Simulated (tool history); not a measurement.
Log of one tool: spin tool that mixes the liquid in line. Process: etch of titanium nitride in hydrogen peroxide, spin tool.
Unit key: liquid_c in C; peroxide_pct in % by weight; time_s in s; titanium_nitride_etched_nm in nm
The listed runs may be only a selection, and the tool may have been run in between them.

{"run": 1, "day": 0.0, "liquid_c": 56, "peroxide_pct": 23, "time_s": 90, "titanium_nitride_etched_nm": 5.3753}
{"run": 2, "day": 0.238, "liquid_c": 54.5, "peroxide_pct": 23, "time_s": 90, "titanium_nitride_etched_nm": 4.8429}
{"run": 3, "day": 0.388, "liquid_c": 53, "peroxide_pct": 23, "time_s": 90, "titanium_nitride_etched_nm": 4.3466}
{"run": 4, "day": 0.488, "liquid_c": 52, "peroxide_pct": 23, "time_s": 90, "titanium_nitride_etched_nm": 4.0257}
{"run": 5, "day": 0.75, "liquid_c": 51, "peroxide_pct": 23, "time_s": 90, "titanium_nitride_etched_nm": 3.7395}
{"run": 6, "day": 1.046, "liquid_c": 46, "peroxide_pct": 23, "time_s": 90, "titanium_nitride_etched_nm": 2.6112}

Run 7 has not been measured yet. What should we expect?
{"run": 7, "day": 1.367, "liquid_c": 46.5, "peroxide_pct": 23, "time_s": 90, "titanium_nitride_etched_nm": "?"}

For run 7 the tool returned titanium_nitride_etched_nm 2.7074 nm.
